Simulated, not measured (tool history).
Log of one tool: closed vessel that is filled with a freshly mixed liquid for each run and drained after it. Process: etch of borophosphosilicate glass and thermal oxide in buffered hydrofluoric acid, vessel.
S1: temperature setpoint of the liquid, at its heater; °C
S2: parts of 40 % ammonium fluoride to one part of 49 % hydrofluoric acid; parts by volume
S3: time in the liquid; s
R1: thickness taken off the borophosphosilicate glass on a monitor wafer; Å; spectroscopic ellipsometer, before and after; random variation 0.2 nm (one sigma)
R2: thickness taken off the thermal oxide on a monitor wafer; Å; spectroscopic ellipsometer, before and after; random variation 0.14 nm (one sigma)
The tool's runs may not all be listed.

{"run": 1, "hour": 0.0, "S1": 21.0, "S2": 17.5, "S3": 60, "R1": 561.76, "R2": 334.9}
{"run": 2, "hour": 7.0, "S1": 21.0, "S2": 17.5, "S3": 50, "R1": 464.93, "R2": 278.94}
{"run": 3, "hour": 14.7, "S1": 19.5, "S2": 20.0, "S3": 50, "R1": 375.46, "R2": 227.97}
{"run": 4, "hour": 18.7, "S1": 19.0, "S2": 22.0, "S3": 50, "R1": 338.38, "R2": 206.9}
{"run": 5, "hour": 23.1, "S1": 18.5, "S2": 23.5, "S3": 50, "R1": 317.63, "R2": 189.04}
{"run": 6, "hour": 29.1, "S1": 17.0, "S2": 23.5, "S3": 50, "R1": 287.84, "R2": 174.61}
{"run": 7, "hour": 34.0, "S1": 17.0, "S2": 24.5, "S3": 50, "R1": 287.05, "R2": 168.56}
{"run": 8, "hour": 42.1, "S1": 17.5, "S2": 25.5, "S3": 50, "R1": 285.07, "R2": 169.02}
{"run": 9, "hour": 44.7, "S1": 17.0, "S2": 28.5, "S3": 50, "R1": 256.71, "R2": 155.39}
{"run": 10, "hour": 48.6, "S1": 17.0, "S2": 28.5, "S3": 45, "R1": 227.42, "R2": 137.97}

Forecast run 11:
{"run": 11, "hour": 53.6, "S1": 17.5, "S2": 28.5, "S3": 45, "R1": "?", "R2": "?"}

{"run 11": {"R1": 236.07, "R2": 142.7}}

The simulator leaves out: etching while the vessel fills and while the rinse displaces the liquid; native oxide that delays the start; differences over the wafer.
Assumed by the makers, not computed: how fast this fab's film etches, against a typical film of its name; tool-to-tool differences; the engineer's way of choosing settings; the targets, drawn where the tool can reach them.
